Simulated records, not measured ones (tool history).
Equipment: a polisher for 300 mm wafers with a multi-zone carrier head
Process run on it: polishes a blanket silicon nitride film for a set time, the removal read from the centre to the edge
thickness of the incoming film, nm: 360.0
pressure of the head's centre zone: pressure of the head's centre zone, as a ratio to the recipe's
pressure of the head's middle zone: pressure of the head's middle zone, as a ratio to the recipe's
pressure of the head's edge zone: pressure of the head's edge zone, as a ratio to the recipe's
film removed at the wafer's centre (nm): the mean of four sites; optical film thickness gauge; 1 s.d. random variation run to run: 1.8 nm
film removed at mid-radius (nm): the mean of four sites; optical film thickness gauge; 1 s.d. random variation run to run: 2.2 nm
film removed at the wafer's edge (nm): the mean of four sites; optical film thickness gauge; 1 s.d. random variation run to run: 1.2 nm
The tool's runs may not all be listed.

run  hour  flow of slurry (ml/min)  pressure of the head's centre zone  pressure of the head's middle zone  pressure of the head's edge zone  polishing time (s)  film removed at the wafer's centre (nm)  film removed at mid-radius (nm)  film removed at the wafer's edge (nm)
  1   0.0                      165                                1.00                                1.00                              1.00                  75                                   120.46                           109.08                                 109.42
  2   7.6                      165                                1.00                                1.00                              0.92                  75                                   120.34                           110.95                                 106.13
  3  11.7                      170                                0.99                                1.00                              0.96                  79                                   126.10                           115.56                                 115.13
  4  18.9                      170                                0.99                                1.00                              0.96                  93                                   145.66                           132.36                                 134.00
  5  25.4                      170                                0.99                                1.05                              0.96                  93                                   147.72                           142.78                                 134.30
  6  29.3                      180                                0.98                                1.04                              0.99                  94                                   149.28                           141.97                                 136.52

Expected results for the next run?
  7  34.3                      180                                0.97                                1.03                              1.01                  96                                        ?                                ?                                      ?

{"run 7": {"film removed at the wafer's centre (nm)": 149.38, "film removed at mid-radius (nm)": 143.59, "film removed at the wafer's edge (nm)": 141.63}}

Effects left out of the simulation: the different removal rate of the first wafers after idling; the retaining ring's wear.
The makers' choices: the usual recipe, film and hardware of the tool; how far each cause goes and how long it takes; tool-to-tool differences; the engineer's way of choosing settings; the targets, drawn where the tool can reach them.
